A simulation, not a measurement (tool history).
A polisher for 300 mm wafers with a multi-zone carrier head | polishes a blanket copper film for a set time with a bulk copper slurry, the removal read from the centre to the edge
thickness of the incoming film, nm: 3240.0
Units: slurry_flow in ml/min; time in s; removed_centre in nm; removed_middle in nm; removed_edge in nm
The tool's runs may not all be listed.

run 1 hour=0.0 | slurry_flow=280 centre_zone=1.00 middle_zone=1.00 edge_zone=1.00 slurry_solids=1.00 time=45 | removed_centre=278.27 removed_middle=267.56 removed_edge=256.55
run 2 hour=4.0 | slurry_flow=325 centre_zone=1.00 middle_zone=1.00 edge_zone=1.00 slurry_solids=1.00 time=45 | removed_centre=278.64 removed_middle=268.31 removed_edge=267.08
run 3 hour=5.1 | slurry_flow=325 centre_zone=1.00 middle_zone=1.00 edge_zone=1.00 slurry_solids=1.00 time=56 | removed_centre=344.26 removed_middle=335.93 removed_edge=332.83
run 4 hour=14.0 | slurry_flow=320 centre_zone=0.96 middle_zone=1.00 edge_zone=0.99 slurry_solids=0.95 time=56 | removed_centre=323.05 removed_middle=327.23 removed_edge=317.63
run 5 hour=19.5 | slurry_flow=320 centre_zone=0.96 middle_zone=1.00 edge_zone=0.99 slurry_solids=1.05 time=56 | removed_centre=330.37 removed_middle=339.05 removed_edge=332.95
run 6 hour=22.8 | slurry_flow=320 centre_zone=0.93 middle_zone=1.00 edge_zone=0.99 slurry_solids=1.00 time=56 | removed_centre=315.46 removed_middle=339.70 removed_edge=329.14
run 7 hour=24.5 | slurry_flow=315 centre_zone=0.90 middle_zone=0.98 edge_zone=0.98 slurry_solids=0.95 time=56 | removed_centre=303.63 removed_middle=329.38 removed_edge=323.13

Forecast run 8:
run 8 hour=32.0 | slurry_flow=315 centre_zone=0.88 middle_zone=0.98 edge_zone=0.98 slurry_solids=0.90 time=56 | removed_centre=? removed_middle=? removed_edge=?

{"run 8": {"removed_centre": 289.32, "removed_middle": 321.92, "removed_edge": 317.69}}
